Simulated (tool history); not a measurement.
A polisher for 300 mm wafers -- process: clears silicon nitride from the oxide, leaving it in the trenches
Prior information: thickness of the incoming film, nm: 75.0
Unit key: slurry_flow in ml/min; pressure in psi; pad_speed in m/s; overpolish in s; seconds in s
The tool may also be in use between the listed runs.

run 1 hour=0.0 | slurry_flow=295 pressure=3.5 pad_speed=0.82 overpolish=5 | seconds=60.663
run 2 hour=7.9 | slurry_flow=295 pressure=3.1 pad_speed=0.82 overpolish=5 | seconds=65.258
run 3 hour=15.8 | slurry_flow=295 pressure=2.7 pad_speed=0.80 overpolish=5 | seconds=74.598
run 4 hour=21.4 | slurry_flow=295 pressure=2.5 pad_speed=0.80 overpolish=5 | seconds=79.220
run 5 hour=29.4 | slurry_flow=295 pressure=3.1 pad_speed=0.80 overpolish=5 | seconds=67.456
run 6 hour=33.8 | slurry_flow=295 pressure=2.8 pad_speed=0.80 overpolish=5 | seconds=73.712

What will run 7 give?
run 7 hour=39.0 | slurry_flow=295 pressure=2.6 pad_speed=0.80 overpolish=5 | seconds=?

seconds: 77.091 s
